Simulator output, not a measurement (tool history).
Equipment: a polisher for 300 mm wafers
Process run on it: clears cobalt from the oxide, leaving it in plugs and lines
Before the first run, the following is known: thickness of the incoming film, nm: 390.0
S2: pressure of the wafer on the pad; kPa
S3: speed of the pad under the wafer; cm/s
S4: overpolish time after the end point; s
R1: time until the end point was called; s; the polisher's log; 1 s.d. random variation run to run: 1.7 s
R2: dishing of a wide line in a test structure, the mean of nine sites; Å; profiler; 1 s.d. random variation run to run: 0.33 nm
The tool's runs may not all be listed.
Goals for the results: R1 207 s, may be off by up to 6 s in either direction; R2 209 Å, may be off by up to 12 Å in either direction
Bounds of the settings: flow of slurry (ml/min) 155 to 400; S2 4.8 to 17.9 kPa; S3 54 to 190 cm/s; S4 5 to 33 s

Run 1, hour 0: flow of slurry (ml/min) 255, S2 11 kPa, S3 122 cm/s, S4 17 s. Result: R1 65.662 s, R2 270.37 Å.
Run 2, hour 2.6: flow of slurry (ml/min) 215, S2 11 kPa, S3 122 cm/s, S4 17 s. Result: R1 66.557 s, R2 277.01 Å.
Run 3, hour 9: flow of slurry (ml/min) 255, S2 11 kPa, S3 122 cm/s, S4 17 s. Result: R1 63.865 s, R2 273.76 Å.
Run 4, hour 12.6: flow of slurry (ml/min) 255, S2 11 kPa, S3 144 cm/s, S4 17 s. Result: R1 55.031 s, R2 277.56 Å.
Run 5, hour 14.8: flow of slurry (ml/min) 255, S2 11 kPa, S3 158 cm/s, S4 17 s. Result: R1 50.955 s, R2 274.66 Å.
Run 6, hour 15.3: flow of slurry (ml/min) 255, S2 11 kPa, S3 130 cm/s, S4 17 s. Result: R1 60.447 s, R2 285.37 Å.
Run 7, hour 20.3: flow of slurry (ml/min) 240, S2 9.7 kPa, S3 118 cm/s, S4 15 s. Result: R1 75.747 s, R2 264.01 Å.
Run 8, hour 24.2: flow of slurry (ml/min) 225, S2 9 kPa, S3 108 cm/s, S4 13 s. Result: R1 88 s, R2 235.33 Å.

Consider the 5 candidate settings below. Which is the only one whose results all fall within their allowed miss of target?
Run A, hour 28.1: flow of slurry (ml/min) 200, S2 11 kPa, S3 68 cm/s, S4 27 s. Result: R1 ?, R2 ?.
Run B, hour 28.1: flow of slurry (ml/min) 225, S2 6.2 kPa, S3 100 cm/s, S4 18 s. Result: R1 ?, R2 ?.
Run C, hour 28.1: flow of slurry (ml/min) 200, S2 6.2 kPa, S3 82 cm/s, S4 16 s. Result: R1 ?, R2 ?.
Run D, hour 28.1: flow of slurry (ml/min) 215, S2 7.6 kPa, S3 72 cm/s, S4 20 s. Result: R1 ?, R2 ?.
Run E, hour 28.1: flow of slurry (ml/min) 195, S2 5.5 kPa, S3 72 cm/s, S4 20 s. Result: R1 ?, R2 ?.

move      R1      R2
   A  114.52  277.83
   B  132.05  241.92
   C   161.9  211.06
   D  151.84  239.52
   E   203.9  211.36
A: gains on the last run, yet a result remains outside its allowed miss
B: gains on the last run, yet a result remains outside its allowed miss
C: gains on the last run, yet a result remains outside its allowed miss
D: gains on the last run, yet a result remains outside its allowed miss
E: all results land within tolerance of their targets
E meets every target.

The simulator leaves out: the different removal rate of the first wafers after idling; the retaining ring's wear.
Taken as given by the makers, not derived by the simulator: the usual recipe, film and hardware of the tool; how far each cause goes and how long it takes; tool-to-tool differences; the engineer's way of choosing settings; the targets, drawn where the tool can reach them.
